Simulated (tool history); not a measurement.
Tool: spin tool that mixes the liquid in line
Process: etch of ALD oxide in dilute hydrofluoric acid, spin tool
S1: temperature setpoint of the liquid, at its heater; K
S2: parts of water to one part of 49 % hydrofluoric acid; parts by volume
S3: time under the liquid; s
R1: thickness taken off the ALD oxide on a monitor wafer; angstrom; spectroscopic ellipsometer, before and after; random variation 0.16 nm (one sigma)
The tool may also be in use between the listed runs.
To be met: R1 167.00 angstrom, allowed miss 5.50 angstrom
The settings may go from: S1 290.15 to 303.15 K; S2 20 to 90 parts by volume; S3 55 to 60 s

| run | hour | S1 | S2 | S3 | R1 |
|---|---|---|---|---|---|
| 1 | 0.0 | 295.15 | 50 | 55 | 229.07 |
| 2 | 4.4 | 295.15 | 50 | 60 | 252.48 |
| 3 | 7.2 | 295.15 | 40 | 60 | 320.20 |
| 4 | 13.9 | 295.15 | 40 | 60 | 317.71 |
| 5 | 16.3 | 293.65 | 45 | 60 | 262.45 |
| 6 | 24.9 | 292.65 | 50 | 60 | 222.16 |
| 7 | 33.9 | 292.15 | 50 | 60 | 222.41 |
| 8 | 36.6 | 291.65 | 55 | 60 | 198.40 |

Which of these 4 next moves meets every target?
| A | 39.3 | 292.15 | 55 | 55 | ? |
| B | 39.3 | 293.65 | 65 | 60 | ? |
| C | 39.3 | 292.65 | 60 | 60 | ? |
| D | 39.3 | 292.15 | 60 | 55 | ? |

| move | R1 |
|---|---|
| A | 183.98 |
| B | 178.83 |
| C | 186.84 |
| D | 167.68 |
A: nearer than the last run, and not there yet
B: nearer than the last run, and not there yet
C: nearer than the last run, and not there yet
D: meets every target
Answer: D
